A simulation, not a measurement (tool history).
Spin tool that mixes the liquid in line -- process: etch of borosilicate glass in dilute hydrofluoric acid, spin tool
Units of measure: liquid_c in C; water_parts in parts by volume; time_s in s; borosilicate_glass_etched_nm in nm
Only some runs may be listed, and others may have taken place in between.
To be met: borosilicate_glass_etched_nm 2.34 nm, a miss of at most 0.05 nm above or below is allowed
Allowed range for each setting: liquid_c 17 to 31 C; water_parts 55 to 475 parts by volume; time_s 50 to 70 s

run,day,liquid_c,water_parts,time_s,borosilicate_glass_etched_nm
1,0,23,265,70,3.9536
2,0.292,23,225,70,4.8217
3,0.417,25.5,225,70,5.3211
4,0.708,25.5,160,70,7.9948
5,0.829,27.5,160,70,8.6339
6,1.021,25.5,190,70,6.5345
7,1.171,21.5,295,70,3.253
8,1.483,20.5,300,70,3.0863
9,1.683,20,305,70,2.9756
10,1.829,19.5,310,70,2.8456
11,2.146,19,315,70,2.7378
12,2.471,18.5,320,70,2.6204
13,2.512,18,325,70,2.5143
14,2.588,17.5,330,70,2.4265

Pick the move, out of 5, that brings all results within their allowed miss; only one does.
A,2.662,17,335,70,?
B,2.662,17.5,325,70,?
C,2.662,18,255,50,?
D,2.662,17,320,70,?
E,2.662,17.5,315,70,?

move,borosilicate_glass_etched_nm
A,2.3613
B,2.5001
C,2.4627
D,2.5025
E,2.601
A: every result lands within tolerance
B: misses by more than the last run did
C: misses by more than the last run did
D: misses by more than the last run did
E: misses by more than the last run did
So the answer is move A, the one that meets all the targets.
